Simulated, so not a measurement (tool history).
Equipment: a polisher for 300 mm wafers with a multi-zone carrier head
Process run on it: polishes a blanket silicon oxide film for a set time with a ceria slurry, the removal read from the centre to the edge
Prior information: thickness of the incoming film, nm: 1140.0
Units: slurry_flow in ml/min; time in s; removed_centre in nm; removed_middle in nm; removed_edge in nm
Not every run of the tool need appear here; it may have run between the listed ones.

Run 1, hour 0: slurry_flow 190 ml/min, centre_zone 1, middle_zone 1, edge_zone 1, time 79 s. Result: removed_centre 334.73 nm, removed_middle 331.89 nm, removed_edge 327.85 nm.
Run 2, hour 7.5: slurry_flow 190 ml/min, centre_zone 1, middle_zone 1, edge_zone 1.09, time 79 s. Result: removed_centre 337.52 nm, removed_middle 327.41 nm, removed_edge 340.41 nm.
Run 3, hour 15.9: slurry_flow 185 ml/min, centre_zone 0.95, middle_zone 1.03, edge_zone 1.1, time 79 s. Result: removed_centre 319.72 nm, removed_middle 330.86 nm, removed_edge 344.71 nm.
Run 4, hour 16.5: slurry_flow 185 ml/min, centre_zone 0.91, middle_zone 1.07, edge_zone 1.09, time 79 s. Result: removed_centre 299.95 nm, removed_middle 351.56 nm, removed_edge 342.42 nm.
Run 5, hour 20.6: slurry_flow 185 ml/min, centre_zone 0.91, middle_zone 1.12, edge_zone 1.09, time 79 s. Result: removed_centre 298.49 nm, removed_middle 366.9 nm, removed_edge 339.85 nm.
Run 6, hour 28.8: slurry_flow 180 ml/min, centre_zone 0.89, middle_zone 1.12, edge_zone 1.1, time 79 s. Result: removed_centre 296.21 nm, removed_middle 360.25 nm, removed_edge 343.94 nm.

Run 7 has not been measured yet. What should we expect?
Run 7, hour 34.6: slurry_flow 180 ml/min, centre_zone 0.87, middle_zone 1.12, edge_zone 1.1, time 79 s. Result: removed_centre ?, removed_middle ?, removed_edge ?.

Run 7 measured removed_centre 293.05 nm, removed_middle 362.84 nm, removed_edge 342.64 nm.
